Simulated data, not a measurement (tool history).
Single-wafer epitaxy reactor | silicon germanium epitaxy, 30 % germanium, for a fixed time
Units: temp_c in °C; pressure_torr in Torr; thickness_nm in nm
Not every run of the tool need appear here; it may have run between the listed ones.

run	hour	temp_c	pressure_torr	thickness_nm
1	0	610	23.6	68.13
2	6.7	610	26.2	69.693
3	14.3	607	26	65.68
4	19	607	24.1	64.418
5	26.5	607	21.4	62.687
6	33.7	605	21.3	60.367

The next listed run, before its measurement:
7	41.6	593	20.8	?

{"run 7": {"thickness_nm": 46.479}}
